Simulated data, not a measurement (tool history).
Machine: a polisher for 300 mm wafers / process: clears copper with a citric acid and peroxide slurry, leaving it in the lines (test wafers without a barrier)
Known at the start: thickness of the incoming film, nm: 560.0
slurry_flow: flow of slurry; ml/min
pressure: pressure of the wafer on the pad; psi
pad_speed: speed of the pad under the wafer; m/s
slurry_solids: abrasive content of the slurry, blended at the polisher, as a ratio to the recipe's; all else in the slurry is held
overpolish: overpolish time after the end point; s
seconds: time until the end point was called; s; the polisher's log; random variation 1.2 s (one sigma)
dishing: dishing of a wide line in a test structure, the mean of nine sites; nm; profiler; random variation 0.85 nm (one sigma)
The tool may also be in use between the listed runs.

run    day  slurry_flow  pressure  pad_speed  slurry_solids  overpolish  seconds  dishing
  1  0.000          310       4.1       1.28            1.0          25   165.43   44.444
  2  0.192          310       4.7       1.30            1.0          23   141.70   44.443
  3  0.512          310       4.7       1.30            1.2          23   140.72   46.116
  4  0.812          310       5.1       1.30            1.2          22   133.65   47.189
  5  0.892          270       5.1       1.30            1.2          22   135.78   45.721
  6  0.983          270       5.7       1.30            1.2          22   124.34   49.328
  7  1.167          295       5.9       1.32            1.2          20   117.58   48.510

Run 8 is up next; what results do you expect?
  8  1.392          300       6.0       1.34            1.2          19        ?        ?

seconds: 112.65 s
dishing: 47.176 nm

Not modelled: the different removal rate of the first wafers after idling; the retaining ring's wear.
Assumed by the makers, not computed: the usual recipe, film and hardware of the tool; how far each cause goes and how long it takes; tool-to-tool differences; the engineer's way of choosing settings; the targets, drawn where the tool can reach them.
